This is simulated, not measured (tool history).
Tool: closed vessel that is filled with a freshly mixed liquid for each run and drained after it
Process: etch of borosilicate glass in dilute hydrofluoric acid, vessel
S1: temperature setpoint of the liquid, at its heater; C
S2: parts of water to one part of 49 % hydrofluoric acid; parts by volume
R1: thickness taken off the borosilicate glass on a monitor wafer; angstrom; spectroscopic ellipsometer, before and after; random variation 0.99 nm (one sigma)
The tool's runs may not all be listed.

{"run": 1, "day": 0.0, "S1": 20.0, "S2": 190, "time in the liquid (s)": 755, "R1": 755.58}
{"run": 2, "day": 0.321, "S1": 22.0, "S2": 185, "time in the liquid (s)": 755, "R1": 838.06}
{"run": 3, "day": 0.604, "S1": 23.5, "S2": 180, "time in the liquid (s)": 755, "R1": 926.67}
{"run": 4, "day": 0.767, "S1": 23.5, "S2": 235, "time in the liquid (s)": 755, "R1": 668.11}
{"run": 5, "day": 1.096, "S1": 26.5, "S2": 235, "time in the liquid (s)": 755, "R1": 744.66}
{"run": 6, "day": 1.3, "S1": 24.5, "S2": 235, "time in the liquid (s)": 755, "R1": 708.66}
{"run": 7, "day": 1.642, "S1": 25.5, "S2": 220, "time in the liquid (s)": 755, "R1": 781.22}
{"run": 8, "day": 2.004, "S1": 26.0, "S2": 205, "time in the liquid (s)": 755, "R1": 865.71}

Forecast run 9:
{"day": 2.058, "done": "thermometer replaced"}
{"run": 9, "day": 2.058, "S1": 28.0, "S2": 160, "time in the liquid (s)": 755, "R1": "?"}

{"run 9": {"R1": 1206.4}}
